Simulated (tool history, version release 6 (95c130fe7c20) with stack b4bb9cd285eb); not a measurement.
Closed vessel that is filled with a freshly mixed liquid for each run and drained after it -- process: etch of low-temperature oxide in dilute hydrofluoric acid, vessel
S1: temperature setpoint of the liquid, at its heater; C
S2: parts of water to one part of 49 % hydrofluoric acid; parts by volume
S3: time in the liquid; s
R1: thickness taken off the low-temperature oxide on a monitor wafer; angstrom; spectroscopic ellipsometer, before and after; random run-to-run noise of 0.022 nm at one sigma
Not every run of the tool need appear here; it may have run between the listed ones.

run	hour	S1	S2	S3	R1
1	0	22	255	355	152.95
2	6.6	25.5	255	355	173.82
3	10.2	24	255	355	165.2
4	15.9	21.5	255	355	150.17
5	22.8	21.5	190	355	215.55
6	27	20.5	230	355	164.84

What does the tool deliver on the next run?
# hour 30.7: hydrofluoric acid flow meter replaced
7	30.7	17	335	355	?

{"run 7": {"R1": 79.365}}
